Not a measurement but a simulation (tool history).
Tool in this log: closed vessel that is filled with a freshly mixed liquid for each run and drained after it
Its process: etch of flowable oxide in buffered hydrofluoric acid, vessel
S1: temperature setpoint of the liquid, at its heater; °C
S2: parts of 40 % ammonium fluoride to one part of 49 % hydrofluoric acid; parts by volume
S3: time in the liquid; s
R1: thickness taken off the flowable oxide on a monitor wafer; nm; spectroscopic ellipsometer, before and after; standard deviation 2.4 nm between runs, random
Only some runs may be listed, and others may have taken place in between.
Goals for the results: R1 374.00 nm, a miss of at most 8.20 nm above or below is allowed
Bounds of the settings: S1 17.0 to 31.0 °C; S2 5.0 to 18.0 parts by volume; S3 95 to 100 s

{"run": 1, "day": 0.0, "S1": 23.0, "S2": 11.0, "S3": 95, "R1": 267.22}
{"run": 2, "day": 0.138, "S1": 23.0, "S2": 11.0, "S3": 100, "R1": 282.64}
{"run": 3, "day": 0.496, "S1": 24.0, "S2": 11.0, "S3": 100, "R1": 297.62}
{"run": 4, "day": 0.783, "S1": 25.0, "S2": 11.0, "S3": 100, "R1": 314.63}
{"run": 5, "day": 0.879, "S1": 23.0, "S2": 11.0, "S3": 100, "R1": 278.48}
{"run": 6, "day": 1.175, "S1": 24.0, "S2": 11.0, "S3": 100, "R1": 295.48}
{"run": 7, "day": 1.283, "S1": 25.0, "S2": 11.0, "S3": 100, "R1": 309.66}
{"run": 8, "day": 1.633, "S1": 25.5, "S2": 11.0, "S3": 100, "R1": 322.9}
{"run": 9, "day": 1.85, "S1": 26.0, "S2": 11.0, "S3": 100, "R1": 327.87}
{"run": 10, "day": 2.117, "S1": 26.5, "S2": 11.0, "S3": 100, "R1": 340.33}
{"run": 11, "day": 2.438, "S1": 27.0, "S2": 11.0, "S3": 100, "R1": 346.58}

4 candidate next runs follow, results not yet known. Just one meets every target within its allowed miss. Identify it.
{"run": "A", "day": 2.758, "S1": 27.0, "S2": 9.5, "S3": 100, "R1": "?"}
{"run": "B", "day": 2.758, "S1": 28.0, "S2": 11.0, "S3": 95, "R1": "?"}
{"run": "C", "day": 2.758, "S1": 25.5, "S2": 9.0, "S3": 100, "R1": "?"}
{"run": "D", "day": 2.758, "S1": 28.0, "S2": 12.5, "S3": 95, "R1": "?"}

move=A R1=392.76
move=B R1=347.31
move=C R1=374.87
move=D R1=306.59
A: moves the result that the last run missed by most past its target, out the other side
B: no nearer and no further than the last run
C: all results land within tolerance of their targets
D: the biggest miss grows against the last run
Move C is the one to make.
